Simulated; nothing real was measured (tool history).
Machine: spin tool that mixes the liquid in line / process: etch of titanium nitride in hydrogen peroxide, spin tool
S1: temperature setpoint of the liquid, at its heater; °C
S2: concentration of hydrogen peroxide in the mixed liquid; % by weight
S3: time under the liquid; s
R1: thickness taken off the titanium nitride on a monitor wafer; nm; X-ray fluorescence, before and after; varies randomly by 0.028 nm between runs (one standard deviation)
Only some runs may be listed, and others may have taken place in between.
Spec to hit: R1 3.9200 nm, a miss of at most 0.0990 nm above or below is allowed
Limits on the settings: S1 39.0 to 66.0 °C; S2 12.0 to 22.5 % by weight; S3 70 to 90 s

run    day    S1    S2  S3      R1
  1  0.000  55.0  15.5  90  3.1517
  2  0.179  55.0  13.5  90  3.0308
  3  0.329  55.0  16.0  90  3.1561
  4  0.496  55.5  16.0  90  3.2785
  5  0.867  55.5  14.5  90  3.1938
  6  1.071  50.0  14.5  90  2.1899
  7  1.167  51.0  14.5  90  2.3594
  8  1.408  52.0  14.5  90  2.4853
  9  1.533  53.0  14.5  90  2.6982
 10  1.567  53.0  14.5  90  2.7091
 11  1.712  53.5  14.5  90  2.7776
 12  1.762  54.0  14.5  90  2.8739
 13  2.096  54.5  14.5  90  3.0088
 14  2.217  55.0  14.5  90  3.1085
 15  2.575  55.5  14.5  90  3.1555
 16  2.662  56.0  14.5  90  3.3065
 17  2.725  56.5  14.5  90  3.4293
 18  2.812  57.5  14.5  90  3.6759
 19  3.000  58.0  14.5  90  3.8083

4 next moves are on the table. One of them brings every result within its allowed miss. Which?
  A  3.188  57.0  17.0  90   ?
  B  3.188  58.5  13.5  90   ?
  C  3.188  60.5  18.5  70   ?
  D  3.188  57.0  18.0  90   ?

move      R1
   A  3.6619
   B  3.8680
   C  3.6851
   D  3.7066
A: its largest miss is bigger than the last run's
B: every result lands within tolerance
C: its largest miss is bigger than the last run's
D: its largest miss is bigger than the last run's
B is the move that brings every result within its allowed miss.

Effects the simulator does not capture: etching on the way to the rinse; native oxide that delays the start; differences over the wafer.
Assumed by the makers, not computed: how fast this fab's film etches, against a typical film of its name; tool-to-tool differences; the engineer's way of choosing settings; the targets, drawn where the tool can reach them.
